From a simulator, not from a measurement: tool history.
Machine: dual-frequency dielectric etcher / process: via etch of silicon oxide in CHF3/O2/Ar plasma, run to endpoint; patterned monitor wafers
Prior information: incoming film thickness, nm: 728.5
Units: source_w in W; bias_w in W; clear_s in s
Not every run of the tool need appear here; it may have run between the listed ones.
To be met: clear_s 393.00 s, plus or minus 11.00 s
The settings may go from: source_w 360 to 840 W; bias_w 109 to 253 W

run 1 day=0.000 | source_w=600 bias_w=181 | clear_s=327.87
run 2 day=0.071 | source_w=580 bias_w=177 | clear_s=333.00
run 3 day=0.429 | source_w=560 bias_w=173 | clear_s=338.85
run 4 day=0.762 | source_w=460 bias_w=173 | clear_s=354.33
run 5 day=0.921 | source_w=500 bias_w=173 | clear_s=345.94
run 6 day=1.017 | source_w=490 bias_w=168 | clear_s=351.61
run 7 day=1.312 | source_w=480 bias_w=164 | clear_s=358.67
run 8 day=1.354 | source_w=470 bias_w=161 | clear_s=363.18
run 9 day=1.683 | source_w=460 bias_w=159 | clear_s=367.94

Exactly one of the 5 candidate moves below puts every result within its allowed miss. Which one?
run A day=2.012 | source_w=470 bias_w=155 | clear_s=?
run B day=2.012 | source_w=470 bias_w=153 | clear_s=?
run C day=2.012 | source_w=390 bias_w=172 | clear_s=?
run D day=2.012 | source_w=400 bias_w=166 | clear_s=?
run E day=2.012 | source_w=420 bias_w=137 | clear_s=?

move=A clear_s=368.67
move=B clear_s=370.33
move=C clear_s=371.31
move=D clear_s=373.86
move=E clear_s=395.09
A: as far off as the last run
B: gains on the last run, yet a result remains outside its allowed miss
C: gains on the last run, yet a result remains outside its allowed miss
D: gains on the last run, yet a result remains outside its allowed miss
E: all results land within tolerance of their targets
Answer: E
